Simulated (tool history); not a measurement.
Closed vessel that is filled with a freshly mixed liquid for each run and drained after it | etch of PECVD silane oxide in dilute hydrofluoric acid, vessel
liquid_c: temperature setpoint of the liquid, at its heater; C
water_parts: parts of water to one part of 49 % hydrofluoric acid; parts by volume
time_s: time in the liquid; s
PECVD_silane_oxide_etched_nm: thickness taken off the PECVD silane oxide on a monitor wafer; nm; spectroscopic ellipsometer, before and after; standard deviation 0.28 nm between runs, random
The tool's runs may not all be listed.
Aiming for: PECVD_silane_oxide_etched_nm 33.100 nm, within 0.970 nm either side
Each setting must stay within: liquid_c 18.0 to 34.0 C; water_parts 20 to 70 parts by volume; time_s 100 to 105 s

{"run": 1, "hour": 0.0, "liquid_c": 26.0, "water_parts": 40, "time_s": 100, "PECVD_silane_oxide_etched_nm": 54.596}
{"run": 2, "hour": 7.6, "liquid_c": 26.0, "water_parts": 40, "time_s": 105, "PECVD_silane_oxide_etched_nm": 57.709}
{"run": 3, "hour": 9.0, "liquid_c": 23.5, "water_parts": 45, "time_s": 105, "PECVD_silane_oxide_etched_nm": 46.184}
{"run": 4, "hour": 12.9, "liquid_c": 22.0, "water_parts": 45, "time_s": 105, "PECVD_silane_oxide_etched_nm": 43.01}
{"run": 5, "hour": 15.1, "liquid_c": 23.5, "water_parts": 45, "time_s": 105, "PECVD_silane_oxide_etched_nm": 45.553}
{"run": 6, "hour": 19.8, "liquid_c": 23.5, "water_parts": 45, "time_s": 105, "PECVD_silane_oxide_etched_nm": 45.47}
{"run": 7, "hour": 21.8, "liquid_c": 22.0, "water_parts": 45, "time_s": 105, "PECVD_silane_oxide_etched_nm": 43.214}
{"run": 8, "hour": 27.3, "liquid_c": 21.0, "water_parts": 45, "time_s": 105, "PECVD_silane_oxide_etched_nm": 41.494}
{"run": 9, "hour": 31.0, "liquid_c": 20.0, "water_parts": 45, "time_s": 105, "PECVD_silane_oxide_etched_nm": 40.107}

Pick the move, out of 5, that brings all results within their allowed miss; only one does.
{"run": "A", "hour": 34.7, "liquid_c": 18.5, "water_parts": 45, "time_s": 100, "PECVD_silane_oxide_etched_nm": "?"}
{"run": "B", "hour": 34.7, "liquid_c": 21.0, "water_parts": 60, "time_s": 105, "PECVD_silane_oxide_etched_nm": "?"}
{"run": "C", "hour": 34.7, "liquid_c": 19.5, "water_parts": 50, "time_s": 100, "PECVD_silane_oxide_etched_nm": "?"}
{"run": "D", "hour": 34.7, "liquid_c": 18.0, "water_parts": 50, "time_s": 100, "PECVD_silane_oxide_etched_nm": "?"}
{"run": "E", "hour": 34.7, "liquid_c": 19.5, "water_parts": 50, "time_s": 105, "PECVD_silane_oxide_etched_nm": "?"}

move=A PECVD_silane_oxide_etched_nm=35.287
move=B PECVD_silane_oxide_etched_nm=30.356
move=C PECVD_silane_oxide_etched_nm=32.956
move=D PECVD_silane_oxide_etched_nm=30.902
move=E PECVD_silane_oxide_etched_nm=34.604
A: closer than the last run, but not yet in spec
B: pushes the last run's worst result past its target
C: all results in spec
D: pushes the last run's worst result past its target
E: closer than the last run, but not yet in spec
Go with C: it meets all targets.

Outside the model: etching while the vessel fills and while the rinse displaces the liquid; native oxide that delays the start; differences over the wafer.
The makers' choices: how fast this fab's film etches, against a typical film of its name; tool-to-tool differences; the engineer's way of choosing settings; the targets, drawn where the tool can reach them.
